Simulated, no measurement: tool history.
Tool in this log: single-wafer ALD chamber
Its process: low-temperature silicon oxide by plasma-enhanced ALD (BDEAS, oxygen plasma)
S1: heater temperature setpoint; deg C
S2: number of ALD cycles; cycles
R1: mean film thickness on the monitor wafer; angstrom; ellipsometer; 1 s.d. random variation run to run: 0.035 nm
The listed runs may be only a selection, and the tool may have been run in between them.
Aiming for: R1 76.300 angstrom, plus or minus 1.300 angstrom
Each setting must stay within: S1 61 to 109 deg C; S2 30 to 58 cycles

Run 1, hour 0.0: S1 85 deg C, S2 44 cycles. Result: R1 65.694 angstrom.
Run 2, hour 2.4: S1 83 deg C, S2 45 cycles. Result: R1 67.276 angstrom.
Run 3, hour 4.1: S1 92 deg C, S2 45 cycles. Result: R1 65.171 angstrom.
Run 4, hour 6.0: S1 92 deg C, S2 41 cycles. Result: R1 59.208 angstrom.
Run 5, hour 7.4: S1 89 deg C, S2 42 cycles. Result: R1 61.435 angstrom.
Run 6, hour 12.4: S1 86 deg C, S2 43 cycles. Result: R1 63.592 angstrom.
Run 7, hour 19.5: S1 84 deg C, S2 44 cycles. Result: R1 65.632 angstrom.
Run 8, hour 24.8: S1 82 deg C, S2 45 cycles. Result: R1 67.955 angstrom.
Run 9, hour 30.8: S1 80 deg C, S2 45 cycles. Result: R1 68.259 angstrom.
At hour 39.4: thermocouple changed; heater temperature recalibrated.
Run 10, hour 39.4: S1 78 deg C, S2 45 cycles. Result: R1 66.915 angstrom.
Run 11, hour 40.6: S1 78 deg C, S2 46 cycles. Result: R1 69.482 angstrom.
Run 12, hour 45.9: S1 77 deg C, S2 46 cycles. Result: R1 69.924 angstrom.
Run 13, hour 52.0: S1 76 deg C, S2 46 cycles. Result: R1 69.342 angstrom.
Run 14, hour 53.7: S1 68 deg C, S2 50 cycles. Result: R1 77.989 angstrom.

Exercise: of the 4 proposed moves below, exactly one satisfies all targets within the stated allowed misses. Which move is it?
Run A, hour 55.4: S1 62 deg C, S2 48 cycles. Result: R1 ?.
Run B, hour 55.4: S1 69 deg C, S2 51 cycles. Result: R1 ?.
Run C, hour 55.4: S1 66 deg C, S2 50 cycles. Result: R1 ?.
Run D, hour 55.4: S1 75 deg C, S2 52 cycles. Result: R1 ?.

move      R1
   A  76.205
   B  78.937
   C  78.242
   D  78.710
A: hits every target within its allowed miss
B: further off than the last run
C: further off than the last run
D: further off than the last run
So the answer is move A, the one that meets all the targets.
